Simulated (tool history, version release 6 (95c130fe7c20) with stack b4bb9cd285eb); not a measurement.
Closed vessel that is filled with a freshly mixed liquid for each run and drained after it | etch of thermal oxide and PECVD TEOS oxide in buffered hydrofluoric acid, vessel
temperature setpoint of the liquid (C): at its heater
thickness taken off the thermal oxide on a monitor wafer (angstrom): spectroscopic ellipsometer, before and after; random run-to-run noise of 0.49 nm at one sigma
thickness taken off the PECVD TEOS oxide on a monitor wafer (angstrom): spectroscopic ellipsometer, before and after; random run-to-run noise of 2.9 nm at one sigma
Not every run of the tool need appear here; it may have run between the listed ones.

run,day,temperature setpoint of the liquid (C),parts of 40 % ammonium fluoride to one part of 49 % hydrofluoric acid (parts by volume),time in the liquid (s),thickness taken off the thermal oxide on a monitor wafer (angstrom),thickness taken off the PECVD TEOS oxide on a monitor wafer (angstrom)
1,0.000,23.0,9.0,60,700.91,2409.1
2,0.171,23.0,7.5,60,852.09,2928.2
3,0.479,21.5,7.5,60,782.96,2729.4
4,0.696,22.5,7.5,60,838.45,2869.7
5,0.996,22.5,6.0,60,1026.00,3502.4
6,1.217,22.5,6.0,35,592.04,2065.9
7,1.262,26.5,5.5,35,797.22,2738.3

Expected results for the next run?
8,1.404,27.5,5.5,35,?,?

Run 8 gave thickness taken off the thermal oxide on a monitor wafer (angstrom) 834.08, thickness taken off the PECVD TEOS oxide on a monitor wafer (angstrom) 2911.9.
